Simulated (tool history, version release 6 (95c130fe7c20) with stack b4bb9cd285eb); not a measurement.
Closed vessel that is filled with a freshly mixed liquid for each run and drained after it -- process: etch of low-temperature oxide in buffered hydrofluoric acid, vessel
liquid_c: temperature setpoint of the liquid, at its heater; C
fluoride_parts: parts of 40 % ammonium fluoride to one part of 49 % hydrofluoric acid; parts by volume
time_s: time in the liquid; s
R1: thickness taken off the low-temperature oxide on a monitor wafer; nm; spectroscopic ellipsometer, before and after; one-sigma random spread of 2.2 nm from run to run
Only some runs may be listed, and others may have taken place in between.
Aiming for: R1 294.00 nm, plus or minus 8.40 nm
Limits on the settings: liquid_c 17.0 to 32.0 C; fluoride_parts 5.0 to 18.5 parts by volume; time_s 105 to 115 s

{"run": 1, "hour": 0.0, "liquid_c": 24.0, "fluoride_parts": 11.5, "time_s": 105, "R1": 246.21}
{"run": 2, "hour": 4.9, "liquid_c": 25.0, "fluoride_parts": 11.5, "time_s": 105, "R1": 260.99}
{"run": 3, "hour": 9.8, "liquid_c": 21.5, "fluoride_parts": 11.5, "time_s": 105, "R1": 214.33}
{"run": 4, "hour": 12.9, "liquid_c": 23.0, "fluoride_parts": 11.5, "time_s": 105, "R1": 233.03}
{"run": 5, "hour": 21.7, "liquid_c": 23.0, "fluoride_parts": 11.5, "time_s": 115, "R1": 254.22}
{"run": 6, "hour": 28.2, "liquid_c": 23.0, "fluoride_parts": 11.5, "time_s": 105, "R1": 232.51}
{"run": 7, "hour": 32.2, "liquid_c": 24.0, "fluoride_parts": 11.5, "time_s": 105, "R1": 245.28}
{"hour": 38.2, "done": "hydrofluoric acid flow meter replaced"}
{"run": 8, "hour": 38.2, "liquid_c": 24.0, "fluoride_parts": 11.5, "time_s": 105, "R1": 236.71}

4 next moves are on the table. One of them brings every result within its allowed miss. Which?
{"run": "A", "hour": 44.2, "liquid_c": 26.0, "fluoride_parts": 10.5, "time_s": 115, "R1": "?"}
{"run": "B", "hour": 44.2, "liquid_c": 24.5, "fluoride_parts": 9.0, "time_s": 110, "R1": "?"}
{"run": "C", "hour": 44.2, "liquid_c": 23.0, "fluoride_parts": 8.5, "time_s": 115, "R1": "?"}
{"run": "D", "hour": 44.2, "liquid_c": 21.5, "fluoride_parts": 8.5, "time_s": 115, "R1": "?"}

move=A R1=314.36
move=B R1=310.66
move=C R1=318.40
move=D R1=293.14
A: carries the result that was furthest off beyond its target, to the other side
B: carries the result that was furthest off beyond its target, to the other side
C: carries the result that was furthest off beyond its target, to the other side
D: meets every target
D meets every target.
